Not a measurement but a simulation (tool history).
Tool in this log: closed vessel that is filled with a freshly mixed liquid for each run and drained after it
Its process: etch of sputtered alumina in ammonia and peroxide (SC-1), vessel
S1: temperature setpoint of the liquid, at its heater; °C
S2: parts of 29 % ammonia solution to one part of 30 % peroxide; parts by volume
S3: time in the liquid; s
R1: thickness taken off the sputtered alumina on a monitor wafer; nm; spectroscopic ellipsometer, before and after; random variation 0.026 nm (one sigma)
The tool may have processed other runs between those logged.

Run 1, hour 0.0: S1 56.0 °C, S2 0.65 parts by volume, S3 40 s. Result: R1 3.5081 nm.
Run 2, hour 1.0: S1 55.5 °C, S2 0.65 parts by volume, S3 40 s. Result: R1 3.3588 nm.
Run 3, hour 9.5: S1 55.0 °C, S2 0.65 parts by volume, S3 40 s. Result: R1 3.3443 nm.
Run 4, hour 12.6: S1 54.5 °C, S2 0.65 parts by volume, S3 40 s. Result: R1 3.2270 nm.
Run 5, hour 14.8: S1 54.0 °C, S2 0.65 parts by volume, S3 40 s. Result: R1 3.1464 nm.
Run 6, hour 21.3: S1 54.0 °C, S2 0.65 parts by volume, S3 40 s. Result: R1 3.1349 nm.

Run 7 comes next. What will it give?
Run 7, hour 23.7: S1 54.0 °C, S2 0.65 parts by volume, S3 40 s. Result: R1 ?.

R1: 3.1359 nm

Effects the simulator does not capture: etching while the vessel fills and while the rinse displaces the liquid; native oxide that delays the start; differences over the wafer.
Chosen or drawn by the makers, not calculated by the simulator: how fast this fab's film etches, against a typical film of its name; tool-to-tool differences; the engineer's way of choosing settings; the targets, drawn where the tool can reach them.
